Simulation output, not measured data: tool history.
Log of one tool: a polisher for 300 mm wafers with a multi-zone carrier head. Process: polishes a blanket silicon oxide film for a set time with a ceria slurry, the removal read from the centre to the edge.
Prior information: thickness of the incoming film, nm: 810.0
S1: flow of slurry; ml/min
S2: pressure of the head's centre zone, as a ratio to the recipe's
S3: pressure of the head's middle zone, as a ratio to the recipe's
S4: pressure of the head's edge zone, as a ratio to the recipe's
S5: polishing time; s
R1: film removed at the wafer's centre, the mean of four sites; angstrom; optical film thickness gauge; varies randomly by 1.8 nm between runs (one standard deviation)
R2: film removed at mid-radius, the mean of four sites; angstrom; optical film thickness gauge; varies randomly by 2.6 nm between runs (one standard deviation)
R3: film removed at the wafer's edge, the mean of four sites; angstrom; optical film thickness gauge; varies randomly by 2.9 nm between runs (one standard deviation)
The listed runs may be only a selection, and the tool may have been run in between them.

run 1 hour=0 | S1=155 S2=1 S3=1 S4=1 S5=66 | R1=2950.9 R2=2963.1 R3=2987.8
run 2 hour=7.3 | S1=150 S2=0.99 S3=0.98 S4=1 S5=65 | R1=2862.5 R2=2748.2 R3=2833.4
run 3 hour=16.2 | S1=150 S2=0.99 S3=0.98 S4=0.97 S5=65 | R1=2845 R2=2749 R3=2851.1
run 4 hour=22.9 | S1=150 S2=0.99 S3=0.98 S4=0.91 S5=65 | R1=2855.9 R2=2841 R3=2719.9
run 5 hour=24 | S1=145 S2=0.97 S3=0.96 S4=0.91 S5=65 | R1=2797.9 R2=2724 R3=2709
run 6 hour=27.7 | S1=145 S2=1.05 S3=0.96 S4=0.91 S5=65 | R1=2922.9 R2=2760 R3=2810.9
run 7 hour=30.4 | S1=140 S2=1.03 S3=0.95 S4=0.93 S5=64 | R1=2833.7 R2=2617.4 R3=2643.5
run 8 hour=33.1 | S1=140 S2=1 S3=0.95 S4=0.96 S5=63 | R1=2744 R2=2528.5 R3=2725.1
run 9 hour=41.8 | S1=135 S2=0.98 S3=0.95 S4=0.96 S5=62 | R1=2659.4 R2=2506.6 R3=2590.1
run 10 hour=43.6 | S1=135 S2=0.96 S3=0.95 S4=0.99 S5=61 | R1=2577 R2=2542.9 R3=2673.1
run 11 hour=48.4 | S1=130 S2=0.95 S3=0.93 S4=0.99 S5=60 | R1=2465.2 R2=2384.3 R3=2553.9

Forecast run 12:
run 12 hour=49.4 | S1=125 S2=0.94 S3=0.92 S4=0.99 S5=60 | R1=? R2=? R3=?

R1: 2389.1 angstrom
R2: 2354.4 angstrom
R3: 2563.3 angstrom

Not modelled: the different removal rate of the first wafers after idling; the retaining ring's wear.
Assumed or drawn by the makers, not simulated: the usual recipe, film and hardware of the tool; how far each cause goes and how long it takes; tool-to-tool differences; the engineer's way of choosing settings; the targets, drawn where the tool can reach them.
